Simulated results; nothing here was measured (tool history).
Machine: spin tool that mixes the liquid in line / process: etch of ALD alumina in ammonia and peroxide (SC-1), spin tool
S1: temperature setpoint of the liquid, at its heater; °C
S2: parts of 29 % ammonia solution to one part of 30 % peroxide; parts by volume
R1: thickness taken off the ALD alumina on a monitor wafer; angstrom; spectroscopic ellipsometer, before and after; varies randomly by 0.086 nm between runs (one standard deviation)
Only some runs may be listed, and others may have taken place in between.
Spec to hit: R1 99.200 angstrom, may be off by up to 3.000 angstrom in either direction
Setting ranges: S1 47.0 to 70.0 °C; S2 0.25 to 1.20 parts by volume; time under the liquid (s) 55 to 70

Run 1, day 0.000: S1 63.0 °C, S2 0.95 parts by volume, time under the liquid (s) 70. Result: R1 81.996 angstrom.
Run 2, day 0.246: S1 63.5 °C, S2 0.95 parts by volume, time under the liquid (s) 70. Result: R1 85.111 angstrom.
Run 3, day 0.600: S1 64.0 °C, S2 0.95 parts by volume, time under the liquid (s) 70. Result: R1 86.509 angstrom.
Run 4, day 0.796: S1 64.0 °C, S2 0.95 parts by volume, time under the liquid (s) 70. Result: R1 85.648 angstrom.
Run 5, day 0.942: S1 64.5 °C, S2 0.95 parts by volume, time under the liquid (s) 70. Result: R1 89.851 angstrom.
Run 6, day 1.042: S1 65.0 °C, S2 0.95 parts by volume, time under the liquid (s) 70. Result: R1 91.533 angstrom.
Run 7, day 1.296: S1 65.5 °C, S2 0.95 parts by volume, time under the liquid (s) 70. Result: R1 91.979 angstrom.
Run 8, day 1.562: S1 66.0 °C, S2 0.95 parts by volume, time under the liquid (s) 70. Result: R1 94.686 angstrom.

5 candidate next runs follow, results not yet known. Just one meets every target within its allowed miss. Identify it.
Run A, day 1.829: S1 65.0 °C, S2 0.95 parts by volume, time under the liquid (s) 70. Result: R1 ?.
Run B, day 1.829: S1 66.0 °C, S2 0.80 parts by volume, time under the liquid (s) 70. Result: R1 ?.
Run C, day 1.829: S1 66.0 °C, S2 1.20 parts by volume, time under the liquid (s) 70. Result: R1 ?.
Run D, day 1.829: S1 69.5 °C, S2 0.70 parts by volume, time under the liquid (s) 60. Result: R1 ?.
Run E, day 1.829: S1 65.0 °C, S2 1.00 parts by volume, time under the liquid (s) 70. Result: R1 ?.

move      R1
   A  91.190
   B  94.271
   C  97.952
   D  94.628
   E  91.634
A: the biggest miss grows against the last run
B: the biggest miss grows against the last run
C: every result lands within tolerance
D: about as far from the targets as the last run
E: the biggest miss grows against the last run
Move C is the one to make.
